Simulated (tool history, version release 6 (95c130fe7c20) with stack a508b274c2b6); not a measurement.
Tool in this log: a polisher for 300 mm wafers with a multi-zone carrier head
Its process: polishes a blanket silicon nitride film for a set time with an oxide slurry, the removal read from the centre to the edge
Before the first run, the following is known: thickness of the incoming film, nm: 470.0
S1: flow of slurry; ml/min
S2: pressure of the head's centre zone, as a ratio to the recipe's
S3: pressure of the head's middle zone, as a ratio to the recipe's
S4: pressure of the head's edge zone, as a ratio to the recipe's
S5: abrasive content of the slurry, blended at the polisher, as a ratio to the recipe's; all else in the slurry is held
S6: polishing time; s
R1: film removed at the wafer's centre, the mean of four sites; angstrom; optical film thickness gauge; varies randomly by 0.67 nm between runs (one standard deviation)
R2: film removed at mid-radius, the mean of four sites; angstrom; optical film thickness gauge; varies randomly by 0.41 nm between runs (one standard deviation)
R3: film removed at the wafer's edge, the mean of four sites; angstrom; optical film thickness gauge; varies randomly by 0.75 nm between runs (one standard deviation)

Run 1, hour 0: S1 140 ml/min, S2 1, S3 1, S4 1, S5 1, S6 58 s. Result: R1 571.33 angstrom, R2 575.01 angstrom, R3 594.56 angstrom.
Run 2, hour 2.1: S1 140 ml/min, S2 1, S3 1.04, S4 1, S5 1, S6 58 s. Result: R1 589.52 angstrom, R2 587.69 angstrom, R3 578.38 angstrom.
Run 3, hour 6.3: S1 140 ml/min, S2 1, S3 1.04, S4 1, S5 0.9, S6 58 s. Result: R1 538.66 angstrom, R2 560.45 angstrom, R3 530.7 angstrom.
Run 4, hour 12.1: S1 135 ml/min, S2 1.03, S3 1.02, S4 0.99, S5 0.9, S6 58 s. Result: R1 547.37 angstrom, R2 542.2 angstrom, R3 531.74 angstrom.
Run 5, hour 16.8: S1 135 ml/min, S2 1.03, S3 1.02, S4 0.99, S5 0.9, S6 49 s. Result: R1 476.67 angstrom, R2 457.62 angstrom, R3 452.88 angstrom.
Run 6, hour 25: S1 135 ml/min, S2 1.03, S3 1.02, S4 0.99, S5 0.9, S6 37 s. Result: R1 360.92 angstrom, R2 343.87 angstrom, R3 344.52 angstrom.
Run 7, hour 28.6: S1 145 ml/min, S2 1.05, S3 1.02, S4 1, S5 0.95, S6 37 s. Result: R1 368.92 angstrom, R2 360.49 angstrom, R3 352.64 angstrom.

Predict the results of run 8:
Run 8, hour 30.8: S1 135 ml/min, S2 1.07, S3 1.01, S4 0.98, S5 1.05, S6 38 s. Result: R1 ?, R2 ?, R3 ?.

R1: 422.84 angstrom
R2: 387.67 angstrom
R3: 373.35 angstrom
